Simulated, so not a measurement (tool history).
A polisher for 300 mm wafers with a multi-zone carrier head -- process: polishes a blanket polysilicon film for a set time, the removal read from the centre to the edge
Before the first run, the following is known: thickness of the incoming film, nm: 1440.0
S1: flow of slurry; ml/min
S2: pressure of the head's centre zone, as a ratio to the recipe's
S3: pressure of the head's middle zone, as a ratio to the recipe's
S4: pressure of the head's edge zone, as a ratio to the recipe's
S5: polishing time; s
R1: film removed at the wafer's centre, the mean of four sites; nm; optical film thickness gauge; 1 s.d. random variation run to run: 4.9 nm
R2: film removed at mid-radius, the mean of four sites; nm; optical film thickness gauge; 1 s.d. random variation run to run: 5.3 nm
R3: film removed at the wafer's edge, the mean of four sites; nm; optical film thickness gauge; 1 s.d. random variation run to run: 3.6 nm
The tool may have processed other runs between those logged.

run,hour,S1,S2,S3,S4,S5,R1,R2,R3
1,0,315,1,1,1,48,449.96,441.08,429.2
2,1.4,320,1.01,1.03,0.96,45,417.49,410.33,386.45
3,6.5,320,0.96,1.03,0.96,45,400.24,419.28,402.6
4,7.5,320,0.96,1.07,0.96,45,402.47,448.1,389.35
5,13.7,320,0.98,1.08,0.94,43,392.35,420.37,374.44
6,22.6,275,0.98,1.08,0.94,43,386.95,416.72,360.2
7,24.9,265,0.99,1.09,0.92,42,378.5,405.42,353.27
8,27,260,1.01,1.1,0.91,41,376.48,395.68,355.1

Run 9 is up next; what results do you expect?
9,35.9,260,1.03,1.12,0.93,39,?,?,?

R1: 364.64 nm
R2: 391.55 nm
R3: 331.8 nm
